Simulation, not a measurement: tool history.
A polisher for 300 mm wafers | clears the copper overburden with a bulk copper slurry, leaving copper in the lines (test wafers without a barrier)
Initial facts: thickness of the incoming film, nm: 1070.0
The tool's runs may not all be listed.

run,hour,flow of slurry (ml/min),pressure of the wafer on the pad (psi),speed of the pad under the wafer (m/s),abrasive content of the slurry,overpolish time after the end point (s),time until the end point was called (s),dishing of a wide line in a test structure (angstrom)
1,0.0,295,2.4,0.86,1.0,15,165.28,582.76
2,8.0,350,2.4,0.86,1.0,15,168.12,599.11
3,10.1,350,2.4,0.72,1.0,15,194.98,531.20
4,12.0,315,2.4,0.72,1.0,15,195.27,518.47
5,18.6,315,2.4,0.90,1.0,15,159.87,614.07
6,22.3,315,2.4,0.90,1.1,15,153.11,607.45
7,30.9,315,2.0,0.86,1.1,15,192.61,543.23
8,38.9,315,1.8,0.82,1.1,14,212.90,451.50
# hour 44.1: worn pad replaced by a new one
9,44.1,315,1.6,0.78,1.1,14,218.10,441.93

For run 10, what comes out?
10,50.9,315,1.5,0.70,1.1,14,?,?

{"run 10": {"time until the end point was called (s)": 252.85, "dishing of a wide line in a test structure (angstrom)": 375.84}}

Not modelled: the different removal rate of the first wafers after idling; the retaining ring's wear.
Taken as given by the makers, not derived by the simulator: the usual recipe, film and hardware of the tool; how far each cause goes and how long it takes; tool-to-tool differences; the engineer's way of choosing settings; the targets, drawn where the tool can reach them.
